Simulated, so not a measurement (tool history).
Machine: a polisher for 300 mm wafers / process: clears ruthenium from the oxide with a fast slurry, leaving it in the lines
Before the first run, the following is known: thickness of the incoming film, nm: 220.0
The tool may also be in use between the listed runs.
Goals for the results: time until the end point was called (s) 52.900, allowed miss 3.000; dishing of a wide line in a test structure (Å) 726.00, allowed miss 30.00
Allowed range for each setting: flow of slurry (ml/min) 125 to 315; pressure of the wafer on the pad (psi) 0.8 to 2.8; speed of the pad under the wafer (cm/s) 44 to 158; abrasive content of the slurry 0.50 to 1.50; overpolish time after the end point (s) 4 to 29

run,hour,flow of slurry (ml/min),pressure of the wafer on the pad (psi),speed of the pad under the wafer (cm/s),abrasive content of the slurry,overpolish time after the end point (s),time until the end point was called (s),dishing of a wide line in a test structure (Å)
1,0.0,205,1.8,100,1.00,15,80.741,371.40
2,5.4,205,1.8,100,0.90,15,84.503,352.02
3,14.2,205,1.8,112,0.90,15,76.055,392.32
4,21.3,230,1.8,112,0.90,15,73.887,402.12
5,25.4,230,1.8,98,0.90,15,84.607,353.63
6,32.0,225,1.9,100,0.90,16,78.444,402.88
7,35.9,220,2.0,100,0.90,17,76.430,438.82
8,43.2,220,2.1,100,0.90,18,72.610,472.95
9,48.9,220,2.2,100,0.90,19,69.663,516.75
10,56.2,220,2.3,100,0.90,19,70.160,540.97
11,60.1,225,2.4,102,0.90,19,63.707,583.55
12,66.4,230,2.5,102,0.90,19,60.912,587.16
13,67.6,225,2.6,106,0.90,20,57.348,654.98

Below are 4 possible settings for the next run. Only one of them brings all results inside the allowed miss of their targets. Which is it?
A,68.8,220,2.7,112,0.90,21,?,?
B,68.8,200,2.7,106,0.80,24,?,?
C,68.8,165,2.6,108,0.85,21,?,?
D,68.8,245,2.6,102,0.80,25,?,?

move,time until the end point was called (s),dishing of a wide line in a test structure (Å)
A,52.948,736.98
B,60.114,740.96
C,61.189,653.67
D,62.657,740.60
A: all results in spec
B: brings the last run's worst result on target, with another outside its allowed miss
C: further off than the last run
D: brings the last run's worst result on target, with another outside its allowed miss
A is the move that brings every result within its allowed miss.
